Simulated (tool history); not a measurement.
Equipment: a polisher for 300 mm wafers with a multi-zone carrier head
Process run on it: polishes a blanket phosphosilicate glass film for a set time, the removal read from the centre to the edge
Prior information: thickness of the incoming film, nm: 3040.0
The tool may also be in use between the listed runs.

run  hour  flow of slurry (ml/min)  pressure of the head's centre zone  pressure of the head's middle zone  pressure of the head's edge zone  abrasive content of the slurry  polishing time (s)  film removed at the wafer's centre (nm)  film removed at mid-radius (nm)  film removed at the wafer's edge (nm)
  1   0.0                      180                                1.00                                1.00                              1.00                            1.00                  49                                   450.85                           460.72                                 442.63
  2   7.6                      190                                1.03                                1.01                              1.05                            1.15                  52                                   530.67                           521.93                                 524.44
  3   8.5                      190                                1.03                                1.01                              1.01                            1.15                  52                                   523.58                           518.55                                 505.51
  4  15.9                      190                                0.99                                1.01                              1.01                            1.15                  52                                   506.02                           514.46                                 496.31
  5  23.4                      200                                1.05                                1.05                              1.06                            1.25                  54                                   583.13                           584.36                                 556.13
  6  24.3                      205                                1.07                                1.05                              1.09                            1.35                  56                                   623.40                           609.46                                 601.90
  7  29.7                      210                                1.09                                1.06                              1.11                            1.40                  59                                   687.29                           659.48                                 634.03
  8  37.6                      210                                1.09                                1.05                              1.13                            1.45                  61                                   718.31                           689.46                                 683.16

The next listed run, before its measurement:
  9  38.6                      215                                1.10                                1.05                              1.14                            1.45                  62                                        ?                                ?                                      ?

film removed at the wafer's centre (nm): 746.28
film removed at mid-radius (nm): 695.60
film removed at the wafer's edge (nm): 694.89
